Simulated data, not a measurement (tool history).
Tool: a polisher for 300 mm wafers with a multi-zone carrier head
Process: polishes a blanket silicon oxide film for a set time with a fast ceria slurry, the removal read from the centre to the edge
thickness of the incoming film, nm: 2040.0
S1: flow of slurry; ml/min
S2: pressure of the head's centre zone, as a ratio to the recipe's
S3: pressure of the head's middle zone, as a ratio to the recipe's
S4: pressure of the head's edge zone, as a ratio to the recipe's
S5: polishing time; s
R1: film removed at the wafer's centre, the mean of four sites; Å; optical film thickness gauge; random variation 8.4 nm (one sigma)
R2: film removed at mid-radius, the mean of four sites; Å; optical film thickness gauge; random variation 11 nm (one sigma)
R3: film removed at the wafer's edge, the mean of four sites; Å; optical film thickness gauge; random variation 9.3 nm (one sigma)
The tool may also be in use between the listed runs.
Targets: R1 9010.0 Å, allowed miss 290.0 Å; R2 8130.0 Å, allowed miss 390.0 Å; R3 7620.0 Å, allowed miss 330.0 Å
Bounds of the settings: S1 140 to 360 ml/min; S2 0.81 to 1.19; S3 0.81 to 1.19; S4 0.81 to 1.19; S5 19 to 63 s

run	day	S1	S2	S3	S4	S5	R1	R2	R3
1	0.000	230	1.00	1.00	1.00	41	7218.1	7102.0	7493.6
2	0.025	240	1.04	1.02	0.99	41	7414.5	7226.1	7384.2
3	0.367	240	1.09	1.02	0.99	41	7904.6	7105.7	7306.1
4	0.550	240	1.09	1.02	0.95	41	7699.4	7169.4	7203.4
5	0.654	215	1.09	1.02	0.95	41	7756.9	6842.3	7153.1
6	0.758	215	1.04	1.02	0.95	41	7270.5	7004.1	7077.5
7	0.992	230	1.08	1.04	0.96	41	7573.5	7289.9	7274.0
8	1.150	245	1.11	1.04	0.95	42	8263.3	7488.9	7461.3
9	1.375	260	1.12	1.05	0.94	42	8376.8	7561.2	7577.6

4 next moves are on the table. One of them brings every result within its allowed miss. Which?
A	1.600	290	0.94	1.07	0.89	48	?	?	?
B	1.600	300	1.19	1.09	0.99	38	?	?	?
C	1.600	215	1.19	1.12	0.95	44	?	?	?
D	1.600	230	1.17	0.94	0.95	45	?	?	?

move	R1	R2	R3
A	8142.4	9035.7	8601.1
B	8207.7	7282.4	7191.6
C	9076.5	8277.7	7900.0
D	9213.9	7370.4	8159.0
A: further off than the last run
B: further off than the last run
C: meets every target
D: brings the result that was furthest off to its target, and leaves another outside
Answer: C

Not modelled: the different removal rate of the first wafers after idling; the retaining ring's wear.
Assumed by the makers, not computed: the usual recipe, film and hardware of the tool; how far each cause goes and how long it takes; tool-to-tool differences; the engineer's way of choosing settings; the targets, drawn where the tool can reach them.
